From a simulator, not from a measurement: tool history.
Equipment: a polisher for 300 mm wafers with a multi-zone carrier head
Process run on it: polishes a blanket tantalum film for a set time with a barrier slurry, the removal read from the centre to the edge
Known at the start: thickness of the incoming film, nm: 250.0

run,hour,flow of slurry (ml/min),pressure of the head's centre zone,pressure of the head's middle zone,pressure of the head's edge zone,abrasive content of the slurry,polishing time (s),film removed at the wafer's centre (angstrom),film removed at mid-radius (angstrom),film removed at the wafer's edge (angstrom)
1,0,255,1,1,1,1,48,772.16,746.99,754.62
2,6,295,1,1,1,1,48,795.21,777.28,770.04
3,8.5,295,1.09,1,1,1,48,857.51,774.22,760.51
4,12,250,1.09,1,1,1,48,848.38,751.34,751.28
5,13.3,220,1.09,1,1,1,48,830.96,737.05,753.98
6,22,225,1.06,0.99,0.98,0.9,48,773.24,699.65,705.46
7,24.2,220,1.03,0.98,0.96,0.9,48,748.41,708.64,706.14
8,26.3,220,1.03,0.98,0.96,0.9,48,748.15,698.2,693.04
9,32.7,215,1.01,0.96,0.95,0.9,48,738.68,680.07,694.57

For run 10, what comes out?
10,35.4,200,0.91,0.92,0.85,0.65,47,?,?,?

film removed at the wafer's centre (angstrom): 553.45
film removed at mid-radius (angstrom): 561
film removed at the wafer's edge (angstrom): 556.31
